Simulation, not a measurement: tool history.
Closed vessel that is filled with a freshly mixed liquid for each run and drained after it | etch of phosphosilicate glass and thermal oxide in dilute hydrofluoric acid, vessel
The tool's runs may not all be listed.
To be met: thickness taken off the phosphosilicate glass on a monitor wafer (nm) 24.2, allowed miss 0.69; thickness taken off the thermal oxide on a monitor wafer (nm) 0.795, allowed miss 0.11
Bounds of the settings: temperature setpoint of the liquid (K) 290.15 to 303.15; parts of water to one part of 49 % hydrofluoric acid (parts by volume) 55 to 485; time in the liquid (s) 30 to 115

run  hour  temperature setpoint of the liquid (K)  parts of water to one part of 49 % hydrofluoric acid (parts by volume)  time in the liquid (s)  thickness taken off the phosphosilicate glass on a monitor wafer (nm)  thickness taken off the thermal oxide on a monitor wafer (nm)
  1     0                                  295.15                                                                     270                      60                                                                 22.665                                                        0.75935
  2     3                                  295.65                                                                     270                      60                                                                  23.11                                                        0.77249
  3   3.6                                  295.65                                                                     330                      60                                                                 17.703                                                         0.5589
  4   4.8                                  295.65                                                                     245                      60                                                                 26.097                                                        0.82168
  5  12.2                                  295.65                                                                     320                      60                                                                 18.579                                                        0.57931
  6  18.3                                  297.15                                                                     315                      60                                                                  19.88                                                        0.67498
  7  24.9                                  297.15                                                                     305                      60                                                                 20.514                                                        0.67925
  8  28.6                                  297.65                                                                     300                      60                                                                 21.552                                                        0.64741
  9  30.1                                  297.15                                                                     290                      60                                                                 22.151                                                        0.71315
 10  32.6                                  297.65                                                                     290                      60                                                                 22.798                                                        0.78883
 11    39                                  297.65                                                                     285                      60                                                                 23.234                                                        0.76351
 12  41.4                                  298.15                                                                     285                      60                                                                 23.111                                                        0.77559

5 next moves are on the table. One of them brings every result within its allowed miss. Which?
  A  43.8                                  290.15                                                                     365                     105                                                                      ?                                                              ?
  B  43.8                                  299.65                                                                     250                      45                                                                      ?                                                              ?
  C  43.8                                  290.15                                                                     320                      85                                                                      ?                                                              ?
  D  43.8                                  303.15                                                                     390                      80                                                                      ?                                                              ?
  E  43.8                                  301.65                                                                     245                      40                                                                      ?                                                              ?

move  thickness taken off the phosphosilicate glass on a monitor wafer (nm)  thickness taken off the thermal oxide on a monitor wafer (nm)
   A                                                                 22.717                                                        0.72201
   B                                                                 22.107                                                        0.70261
   C                                                                 21.784                                                        0.69235
   D                                                                 24.216                                                        0.76967
   E                                                                 21.572                                                        0.68561
A: further off than the last run
B: further off than the last run
C: further off than the last run
D: meets every target
E: further off than the last run
Move D is the one to make.
